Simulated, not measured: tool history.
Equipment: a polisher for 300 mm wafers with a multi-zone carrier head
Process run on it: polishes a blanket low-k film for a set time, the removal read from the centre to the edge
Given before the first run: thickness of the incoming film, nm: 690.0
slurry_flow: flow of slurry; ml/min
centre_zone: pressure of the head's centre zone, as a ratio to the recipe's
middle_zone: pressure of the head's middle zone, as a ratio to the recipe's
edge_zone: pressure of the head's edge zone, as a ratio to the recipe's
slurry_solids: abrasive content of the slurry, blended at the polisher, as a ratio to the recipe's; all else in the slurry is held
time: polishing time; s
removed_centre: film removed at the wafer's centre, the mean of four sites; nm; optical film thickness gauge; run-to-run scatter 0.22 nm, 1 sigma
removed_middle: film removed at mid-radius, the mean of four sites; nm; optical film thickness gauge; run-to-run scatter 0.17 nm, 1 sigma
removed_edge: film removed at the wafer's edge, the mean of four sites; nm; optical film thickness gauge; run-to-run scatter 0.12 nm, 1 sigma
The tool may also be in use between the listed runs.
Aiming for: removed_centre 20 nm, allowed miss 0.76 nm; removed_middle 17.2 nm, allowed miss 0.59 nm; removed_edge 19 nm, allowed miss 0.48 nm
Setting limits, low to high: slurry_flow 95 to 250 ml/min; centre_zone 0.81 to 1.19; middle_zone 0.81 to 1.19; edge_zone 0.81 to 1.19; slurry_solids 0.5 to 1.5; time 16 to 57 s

| run | day | slurry_flow | centre_zone | middle_zone | edge_zone | slurry_solids | time | removed_centre | removed_middle | removed_edge |
|---|---|---|---|---|---|---|---|---|---|---|
| 1 | 0 | 160 | 1 | 1 | 1 | 1 | 36 | 12.731 | 12.959 | 12.495 |
| 2 | 0.325 | 165 | 1.02 | 0.99 | 1.03 | 1.1 | 37 | 14.087 | 13.693 | 13.53 |
| 3 | 0.504 | 170 | 1.03 | 0.98 | 1.06 | 1.2 | 38 | 15 | 14.098 | 14.353 |
| 4 | 0.838 | 170 | 1.03 | 0.94 | 1.06 | 1.2 | 38 | 14.955 | 14.099 | 14.531 |
| 5 | 0.871 | 170 | 1.03 | 0.94 | 1.06 | 1.2 | 42 | 16.573 | 15.078 | 15.875 |
| 6 | 1.162 | 175 | 1.04 | 0.94 | 1.08 | 1.25 | 42 | 16.99 | 15.376 | 16.519 |
| 7 | 1.204 | 180 | 1.05 | 0.95 | 1.1 | 1.3 | 42 | 17.514 | 15.928 | 16.652 |
| 8 | 1.333 | 185 | 1.05 | 0.94 | 1.11 | 1.35 | 42 | 17.779 | 15.884 | 17.1 |
| 9 | 1.588 | 190 | 1.06 | 0.94 | 1.12 | 1.4 | 42 | 17.878 | 16.213 | 17.192 |
| 10 | 1.621 | 190 | 1.07 | 0.93 | 1.13 | 1.4 | 43 | 18.769 | 16.462 | 17.882 |
| 11 | 1.896 | 190 | 1.07 | 0.93 | 1.14 | 1.4 | 43 | 18.527 | 16.659 | 18.041 |

Which single option among these 4 for the next run brings every result within its allowed miss of target? Just one does.
| A | 2.171 | 210 | 1.05 | 0.98 | 1.14 | 1.45 | 45 | ? | ? | ? |
| B | 2.171 | 140 | 1.1 | 0.92 | 1.13 | 1.5 | 46 | ? | ? | ? |
| C | 2.171 | 200 | 1.03 | 0.86 | 1.19 | 1.5 | 47 | ? | ? | ? |
| D | 2.171 | 160 | 1.19 | 0.84 | 1.15 | 1.45 | 46 | ? | ? | ? |

| move | removed_centre | removed_middle | removed_edge |
|---|---|---|---|
| A | 19.89 | 18.115 | 19.113 |
| B | 20.236 | 16.797 | 18.914 |
| C | 20.434 | 17.05 | 20.493 |
| D | 22.144 | 15.717 | 19.146 |
A: the worst result of the last run now meets its target, but another is out of spec
B: all results land within tolerance of their targets
C: the result that was furthest off in the last run now lies on the other side of its target
D: the worst result of the last run now meets its target, but another is out of spec
The move that meets every target is B.
